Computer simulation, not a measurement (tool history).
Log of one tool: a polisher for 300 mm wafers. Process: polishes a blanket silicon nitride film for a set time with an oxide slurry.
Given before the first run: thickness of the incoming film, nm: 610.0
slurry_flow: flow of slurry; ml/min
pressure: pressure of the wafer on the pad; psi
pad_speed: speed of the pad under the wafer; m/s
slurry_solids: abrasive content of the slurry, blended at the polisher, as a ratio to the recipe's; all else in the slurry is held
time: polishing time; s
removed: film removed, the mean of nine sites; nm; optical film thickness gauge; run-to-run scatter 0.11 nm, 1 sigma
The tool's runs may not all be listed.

run,hour,slurry_flow,pressure,pad_speed,slurry_solids,time,removed
1,0.0,290,2.6,1.12,1.0,46,18.746
2,8.1,290,2.5,1.12,1.0,46,18.528
3,17.0,290,2.5,1.12,1.0,46,18.371
4,21.6,290,2.8,1.12,1.0,46,20.477
5,24.5,290,2.7,1.12,1.0,46,19.679
6,31.1,290,2.7,1.22,1.0,46,20.581

Run 7, settings as shown, results not yet in. Your forecast:
7,33.2,285,2.0,1.20,1.0,46,?

Logged for run 7: removed 15.199 nm.

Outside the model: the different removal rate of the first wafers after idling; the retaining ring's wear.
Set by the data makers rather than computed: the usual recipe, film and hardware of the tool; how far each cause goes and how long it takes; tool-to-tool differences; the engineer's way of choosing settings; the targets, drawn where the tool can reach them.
